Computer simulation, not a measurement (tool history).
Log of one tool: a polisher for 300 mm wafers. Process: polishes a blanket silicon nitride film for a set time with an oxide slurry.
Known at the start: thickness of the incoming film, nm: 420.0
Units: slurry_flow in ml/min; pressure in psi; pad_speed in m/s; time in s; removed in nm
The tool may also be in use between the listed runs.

run  hour  slurry_flow  pressure  pad_speed  slurry_solids  time  removed
  1     0          225       2.6       0.84              1    34   12.145
  2   3.3          225       2.3        0.8              1    34   10.606
  3  11.3          225       2.3        0.8            0.8    34   9.4368
  4  15.1          225       2.3        0.8            0.6    34   7.5448
  5  21.8          225       2.3        0.8            0.7    34    8.441
  6  27.8          225       2.1        0.8            0.7    34   7.8172
  7  29.7          225       1.9        0.8            0.7    34   6.9856
  8  37.3          225       1.8        0.8            0.7    34   6.7599

Run 9 comes next. What will it give?
  9  43.6          225       1.4       0.78            0.7    34        ?

Run 9 gave removed 5.0986 nm.

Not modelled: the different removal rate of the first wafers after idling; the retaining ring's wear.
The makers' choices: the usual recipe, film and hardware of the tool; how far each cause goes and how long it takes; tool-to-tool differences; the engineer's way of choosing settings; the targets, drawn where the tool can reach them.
